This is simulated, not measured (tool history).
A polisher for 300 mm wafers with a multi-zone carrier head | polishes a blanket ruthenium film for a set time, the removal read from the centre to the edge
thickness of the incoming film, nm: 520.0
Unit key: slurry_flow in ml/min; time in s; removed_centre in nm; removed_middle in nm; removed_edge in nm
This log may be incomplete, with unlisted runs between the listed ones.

{"run": 1, "hour": 0.0, "slurry_flow": 140, "centre_zone": 1.0, "middle_zone": 1.0, "edge_zone": 1.0, "time": 40, "removed_centre": 29.787, "removed_middle": 29.233, "removed_edge": 29.999}
{"run": 2, "hour": 5.4, "slurry_flow": 140, "centre_zone": 1.0, "middle_zone": 1.0, "edge_zone": 1.05, "time": 40, "removed_centre": 30.1, "removed_middle": 29.154, "removed_edge": 30.769}
{"run": 3, "hour": 6.0, "slurry_flow": 135, "centre_zone": 1.01, "middle_zone": 0.98, "edge_zone": 1.01, "time": 38, "removed_centre": 28.718, "removed_middle": 27.072, "removed_edge": 28.861}
{"run": 4, "hour": 6.8, "slurry_flow": 135, "centre_zone": 1.01, "middle_zone": 0.93, "edge_zone": 1.01, "time": 38, "removed_centre": 28.322, "removed_middle": 26.0, "removed_edge": 28.646}
{"run": 5, "hour": 12.8, "slurry_flow": 130, "centre_zone": 1.02, "middle_zone": 0.92, "edge_zone": 0.97, "time": 36, "removed_centre": 26.606, "removed_middle": 24.392, "removed_edge": 26.681}
{"run": 6, "hour": 14.2, "slurry_flow": 130, "centre_zone": 1.02, "middle_zone": 0.97, "edge_zone": 0.97, "time": 36, "removed_centre": 27.065, "removed_middle": 25.312, "removed_edge": 26.392}

Expected results for the next run?
{"run": 7, "hour": 17.3, "slurry_flow": 125, "centre_zone": 1.02, "middle_zone": 0.95, "edge_zone": 0.94, "time": 35, "removed_centre": "?", "removed_middle": "?", "removed_edge": "?"}

removed_centre: 25.441 nm
removed_middle: 23.972 nm
removed_edge: 25.121 nm
